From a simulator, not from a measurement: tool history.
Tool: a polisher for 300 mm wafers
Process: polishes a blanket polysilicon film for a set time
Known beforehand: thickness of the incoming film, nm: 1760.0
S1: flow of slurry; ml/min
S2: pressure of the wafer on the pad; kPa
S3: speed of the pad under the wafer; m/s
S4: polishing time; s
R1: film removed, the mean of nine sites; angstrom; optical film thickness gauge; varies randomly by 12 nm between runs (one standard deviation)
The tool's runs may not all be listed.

{"run": 1, "day": 0.0, "S1": 290, "S2": 20.7, "S3": 1.26, "S4": 76, "R1": 7161.1}
{"run": 2, "day": 0.329, "S1": 290, "S2": 22.8, "S3": 1.26, "S4": 76, "R1": 7561.8}
{"run": 3, "day": 0.512, "S1": 290, "S2": 17.9, "S3": 1.26, "S4": 76, "R1": 6231.1}
{"run": 4, "day": 0.804, "S1": 290, "S2": 20.7, "S3": 1.28, "S4": 76, "R1": 7184.5}
{"run": 5, "day": 1.158, "S1": 290, "S2": 20.7, "S3": 1.16, "S4": 76, "R1": 6698.7}
{"run": 6, "day": 1.438, "S1": 230, "S2": 20.7, "S3": 1.16, "S4": 76, "R1": 6394.6}
{"run": 7, "day": 1.621, "S1": 280, "S2": 26.2, "S3": 1.2, "S4": 76, "R1": 8208.3}
{"run": 8, "day": 1.942, "S1": 280, "S2": 27.6, "S3": 1.2, "S4": 76, "R1": 8558.2}
{"run": 9, "day": 2.017, "S1": 280, "S2": 29, "S3": 1.2, "S4": 76, "R1": 8928.4}
{"run": 10, "day": 2.121, "S1": 280, "S2": 29.6, "S3": 1.22, "S4": 76, "R1": 9289.8}

Predict the results of run 11:
{"run": 11, "day": 2.4, "S1": 280, "S2": 30.3, "S3": 1.22, "S4": 76, "R1": "?"}

For run 11 the tool returned R1 9284.8 angstrom.

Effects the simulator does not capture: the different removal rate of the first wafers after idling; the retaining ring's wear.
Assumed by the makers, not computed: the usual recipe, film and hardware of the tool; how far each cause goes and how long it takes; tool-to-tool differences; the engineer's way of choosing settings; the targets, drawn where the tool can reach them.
